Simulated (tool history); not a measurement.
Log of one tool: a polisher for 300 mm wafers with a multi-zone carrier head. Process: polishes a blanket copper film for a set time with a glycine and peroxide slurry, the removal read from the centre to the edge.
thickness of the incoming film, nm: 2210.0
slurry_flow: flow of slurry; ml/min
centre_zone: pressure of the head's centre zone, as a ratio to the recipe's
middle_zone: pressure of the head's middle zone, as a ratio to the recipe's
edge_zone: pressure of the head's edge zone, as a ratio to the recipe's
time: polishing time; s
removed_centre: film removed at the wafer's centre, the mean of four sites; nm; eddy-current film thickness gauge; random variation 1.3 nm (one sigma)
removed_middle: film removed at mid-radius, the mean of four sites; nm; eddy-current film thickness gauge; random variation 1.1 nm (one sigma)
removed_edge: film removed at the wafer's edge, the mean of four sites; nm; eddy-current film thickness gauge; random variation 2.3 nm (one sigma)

run,hour,slurry_flow,centre_zone,middle_zone,edge_zone,time,removed_centre,removed_middle,removed_edge
1,0,150,1,1,1,49,265.88,265.72,262.24
2,8.9,150,1,1,1,56,303.91,302.39,301.6
3,13.6,150,1,0.93,1,56,303.44,289.38,295.16
4,16.2,135,0.99,0.89,0.99,48,250.55,231.46,247.65
5,24.9,135,0.99,0.81,0.99,48,249.09,215.23,254.27
6,25.7,125,0.98,0.82,0.94,43,217.73,190.66,211.08
7,32.6,90,0.92,0.81,0.9,32,135.87,126.69,144.82
8,38.8,110,0.93,0.81,0.9,32,148.55,136.09,154.43
9,40.3,120,0.93,0.82,0.89,32,153.55,140.12,156.86

Forecast run 10:
10,41.9,125,0.93,0.83,0.88,32,?,?,?

{"run 10": {"removed_centre": 154.12, "removed_middle": 145.39, "removed_edge": 154.02}}

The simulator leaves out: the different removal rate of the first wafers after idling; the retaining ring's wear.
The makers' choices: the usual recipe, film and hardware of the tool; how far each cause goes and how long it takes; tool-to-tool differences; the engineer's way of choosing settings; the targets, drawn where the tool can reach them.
